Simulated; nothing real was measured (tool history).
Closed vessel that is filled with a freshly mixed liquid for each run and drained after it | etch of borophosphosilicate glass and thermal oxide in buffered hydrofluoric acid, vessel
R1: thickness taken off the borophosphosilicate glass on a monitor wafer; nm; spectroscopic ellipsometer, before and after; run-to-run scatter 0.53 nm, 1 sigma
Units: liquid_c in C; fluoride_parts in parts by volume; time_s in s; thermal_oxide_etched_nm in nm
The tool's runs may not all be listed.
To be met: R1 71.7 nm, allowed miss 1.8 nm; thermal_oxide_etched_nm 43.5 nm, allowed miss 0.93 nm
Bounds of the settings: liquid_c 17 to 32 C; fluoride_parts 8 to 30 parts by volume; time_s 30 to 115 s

Run 1, day 0: liquid_c 24 C, fluoride_parts 22.5 parts by volume, time_s 60 s. Result: R1 50.705 nm, thermal_oxide_etched_nm 30.481 nm.
Run 2, day 0.192: liquid_c 24 C, fluoride_parts 19 parts by volume, time_s 60 s. Result: R1 58.197 nm, thermal_oxide_etched_nm 34.851 nm.
Run 3, day 0.3: liquid_c 25.5 C, fluoride_parts 19 parts by volume, time_s 60 s. Result: R1 63.432 nm, thermal_oxide_etched_nm 38.305 nm.
Run 4, day 0.658: liquid_c 25.5 C, fluoride_parts 19 parts by volume, time_s 35 s. Result: R1 36.707 nm, thermal_oxide_etched_nm 22.273 nm.
Run 5, day 0.871: liquid_c 27.5 C, fluoride_parts 16 parts by volume, time_s 35 s. Result: R1 48.578 nm, thermal_oxide_etched_nm 29.194 nm.
Run 6, day 1.204: liquid_c 29 C, fluoride_parts 15 parts by volume, time_s 35 s. Result: R1 55.894 nm, thermal_oxide_etched_nm 33.951 nm.
Run 7, day 1.329: liquid_c 30 C, fluoride_parts 14.5 parts by volume, time_s 35 s. Result: R1 60.588 nm, thermal_oxide_etched_nm 37.142 nm.
Run 8, day 1.692: liquid_c 30.5 C, fluoride_parts 14 parts by volume, time_s 35 s. Result: R1 65.027 nm, thermal_oxide_etched_nm 39.348 nm.
Run 9, day 2.029: liquid_c 31 C, fluoride_parts 14 parts by volume, time_s 35 s. Result: R1 66.356 nm, thermal_oxide_etched_nm 40.593 nm.
Run 10, day 2.292: liquid_c 32 C, fluoride_parts 13 parts by volume, time_s 35 s. Result: R1 74.86 nm, thermal_oxide_etched_nm 45.523 nm.
Run 11, day 2.638: liquid_c 31.5 C, fluoride_parts 13 parts by volume, time_s 35 s. Result: R1 73.692 nm, thermal_oxide_etched_nm 44.721 nm.

Below are 5 possible settings for the next run. Only one of them brings all results inside the allowed miss of their targets. Which is it?
Run A, day 2.983: liquid_c 29 C, fluoride_parts 11 parts by volume, time_s 35 s. Result: R1 ?, thermal_oxide_etched_nm ?.
Run B, day 2.983: liquid_c 28.5 C, fluoride_parts 14.5 parts by volume, time_s 45 s. Result: R1 ?, thermal_oxide_etched_nm ?.
Run C, day 2.983: liquid_c 23.5 C, fluoride_parts 8 parts by volume, time_s 35 s. Result: R1 ?, thermal_oxide_etched_nm ?.
Run D, day 2.983: liquid_c 21 C, fluoride_parts 8 parts by volume, time_s 40 s. Result: R1 ?, thermal_oxide_etched_nm ?.
Run E, day 2.983: liquid_c 17 C, fluoride_parts 8 parts by volume, time_s 50 s. Result: R1 ?, thermal_oxide_etched_nm ?.

move      R1  thermal_oxide_etched_nm
   A   76.16                   45.666
   B   72.72                   43.653
   C  75.944                   45.267
   D   75.76                   45.075
   E  75.849                   44.978
A: the biggest miss grows against the last run
B: hits every target within its allowed miss
C: the biggest miss grows against the last run
D: the biggest miss grows against the last run
E: the biggest miss grows against the last run
Correct choice: B, which meets every target
